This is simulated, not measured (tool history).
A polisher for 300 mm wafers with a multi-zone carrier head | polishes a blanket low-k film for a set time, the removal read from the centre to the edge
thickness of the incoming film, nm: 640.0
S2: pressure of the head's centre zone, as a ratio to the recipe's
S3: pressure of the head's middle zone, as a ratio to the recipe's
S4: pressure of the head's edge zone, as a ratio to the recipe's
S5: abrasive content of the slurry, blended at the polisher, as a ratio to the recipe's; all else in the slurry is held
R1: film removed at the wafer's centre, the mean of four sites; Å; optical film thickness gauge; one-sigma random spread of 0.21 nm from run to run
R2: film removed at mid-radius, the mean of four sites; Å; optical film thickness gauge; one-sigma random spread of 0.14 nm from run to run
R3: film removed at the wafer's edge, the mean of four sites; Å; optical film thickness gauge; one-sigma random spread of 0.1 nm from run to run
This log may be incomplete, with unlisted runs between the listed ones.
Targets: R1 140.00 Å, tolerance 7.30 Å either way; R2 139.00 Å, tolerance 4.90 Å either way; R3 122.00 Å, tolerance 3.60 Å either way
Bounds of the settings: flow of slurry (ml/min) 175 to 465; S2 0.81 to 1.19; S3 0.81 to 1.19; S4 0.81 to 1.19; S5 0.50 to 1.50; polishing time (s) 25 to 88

Run 1, hour 0.0: flow of slurry (ml/min) 295, S2 1.00, S3 1.00, S4 1.00, S5 1.00, polishing time (s) 56. Result: R1 195.12 Å, R2 197.39 Å, R3 194.22 Å.
Run 2, hour 2.3: flow of slurry (ml/min) 295, S2 1.00, S3 1.04, S4 1.00, S5 1.00, polishing time (s) 56. Result: R1 192.47 Å, R2 204.71 Å, R3 195.59 Å.
Run 3, hour 3.8: flow of slurry (ml/min) 265, S2 1.00, S3 1.04, S4 1.00, S5 1.00, polishing time (s) 56. Result: R1 182.16 Å, R2 198.43 Å, R3 196.68 Å.
Run 4, hour 12.7: flow of slurry (ml/min) 265, S2 0.93, S3 1.04, S4 1.00, S5 1.00, polishing time (s) 56. Result: R1 172.46 Å, R2 199.17 Å, R3 192.07 Å.
Run 5, hour 18.9: flow of slurry (ml/min) 305, S2 0.93, S3 1.01, S4 0.95, S5 0.85, polishing time (s) 54. Result: R1 156.24 Å, R2 171.43 Å, R3 168.47 Å.
Run 6, hour 22.7: flow of slurry (ml/min) 305, S2 0.93, S3 1.01, S4 0.95, S5 1.00, polishing time (s) 54. Result: R1 173.31 Å, R2 190.31 Å, R3 188.38 Å.
Run 7, hour 24.6: flow of slurry (ml/min) 340, S2 0.97, S3 1.03, S4 0.95, S5 0.85, polishing time (s) 52. Result: R1 164.54 Å, R2 173.19 Å, R3 159.92 Å.
Run 8, hour 28.1: flow of slurry (ml/min) 350, S2 0.98, S3 1.03, S4 0.94, S5 0.75, polishing time (s) 52. Result: R1 143.85 Å, R2 157.26 Å, R3 147.37 Å.
Run 9, hour 34.2: flow of slurry (ml/min) 370, S2 1.01, S3 1.03, S4 0.91, S5 0.70, polishing time (s) 52. Result: R1 140.26 Å, R2 152.81 Å, R3 140.50 Å.
Run 10, hour 35.2: flow of slurry (ml/min) 400, S2 1.05, S3 1.03, S4 0.89, S5 0.65, polishing time (s) 52. Result: R1 145.02 Å, R2 141.74 Å, R3 131.70 Å.
Run 11, hour 42.2: flow of slurry (ml/min) 405, S2 1.05, S3 1.04, S4 0.87, S5 0.65, polishing time (s) 52. Result: R1 143.99 Å, R2 144.49 Å, R3 130.89 Å.
At hour 44.8: slurry nozzle cleaned.
Run 12, hour 44.8: flow of slurry (ml/min) 410, S2 1.06, S3 1.04, S4 0.86, S5 0.65, polishing time (s) 52. Result: R1 149.48 Å, R2 147.85 Å, R3 131.17 Å.
Run 13, hour 52.4: flow of slurry (ml/min) 410, S2 1.06, S3 1.04, S4 0.85, S5 0.65, polishing time (s) 52. Result: R1 149.04 Å, R2 147.23 Å, R3 129.50 Å.
Run 14, hour 57.6: flow of slurry (ml/min) 410, S2 1.06, S3 1.04, S4 0.84, S5 0.65, polishing time (s) 52. Result: R1 149.68 Å, R2 145.24 Å, R3 130.51 Å.

Consider the 4 candidate settings below. Which is the only one whose results all fall within their allowed miss of target?
Run A, hour 62.8: flow of slurry (ml/min) 380, S2 1.05, S3 1.14, S4 0.84, S5 0.65, polishing time (s) 49. Result: R1 ?, R2 ?, R3 ?.
Run B, hour 62.8: flow of slurry (ml/min) 305, S2 1.08, S3 1.07, S4 0.81, S5 0.90, polishing time (s) 43. Result: R1 ?, R2 ?, R3 ?.
Run C, hour 62.8: flow of slurry (ml/min) 455, S2 1.04, S3 1.02, S4 0.82, S5 0.80, polishing time (s) 42. Result: R1 ?, R2 ?, R3 ?.
Run D, hour 62.8: flow of slurry (ml/min) 390, S2 1.14, S3 1.01, S4 0.81, S5 0.60, polishing time (s) 54. Result: R1 ?, R2 ?, R3 ?.

move      R1      R2      R3
   A  137.49  150.93  120.75
   B  155.18  157.51  131.43
   C  139.76  141.31  122.40
   D  152.98  139.98  121.95
A: meets the target for the result that was furthest off, but another lies outside its allowed miss
B: lands further from the targets than the last run did
C: every result lands within tolerance
D: meets the target for the result that was furthest off, but another lies outside its allowed miss
C meets every target.
